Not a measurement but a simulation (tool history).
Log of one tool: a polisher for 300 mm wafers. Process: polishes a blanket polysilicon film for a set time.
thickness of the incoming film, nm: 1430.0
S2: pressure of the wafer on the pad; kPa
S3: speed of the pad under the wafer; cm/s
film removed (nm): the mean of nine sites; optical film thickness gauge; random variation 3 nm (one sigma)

{"run": 1, "hour": 0.0, "flow of slurry (ml/min)": 205, "S2": 16.5, "S3": 102, "polishing time (s)": 33, "film removed (nm)": 228.25}
{"run": 2, "hour": 5.7, "flow of slurry (ml/min)": 205, "S2": 19.3, "S3": 102, "polishing time (s)": 33, "film removed (nm)": 254.0}
{"run": 3, "hour": 14.5, "flow of slurry (ml/min)": 205, "S2": 20.0, "S3": 102, "polishing time (s)": 33, "film removed (nm)": 259.73}
{"run": 4, "hour": 20.6, "flow of slurry (ml/min)": 175, "S2": 20.0, "S3": 102, "polishing time (s)": 33, "film removed (nm)": 254.13}
{"run": 5, "hour": 22.4, "flow of slurry (ml/min)": 175, "S2": 20.0, "S3": 102, "polishing time (s)": 33, "film removed (nm)": 256.97}
{"run": 6, "hour": 23.7, "flow of slurry (ml/min)": 140, "S2": 20.0, "S3": 102, "polishing time (s)": 33, "film removed (nm)": 241.75}
{"run": 7, "hour": 32.5, "flow of slurry (ml/min)": 155, "S2": 20.7, "S3": 102, "polishing time (s)": 33, "film removed (nm)": 250.99}
{"run": 8, "hour": 41.2, "flow of slurry (ml/min)": 165, "S2": 20.7, "S3": 102, "polishing time (s)": 33, "film removed (nm)": 260.73}
{"run": 9, "hour": 46.6, "flow of slurry (ml/min)": 175, "S2": 20.7, "S3": 102, "polishing time (s)": 33, "film removed (nm)": 263.11}

The next listed run, before its measurement:
{"run": 10, "hour": 49.1, "flow of slurry (ml/min)": 180, "S2": 20.7, "S3": 102, "polishing time (s)": 33, "film removed (nm)": "?"}

{"run 10": {"film removed (nm)": 263.11}}
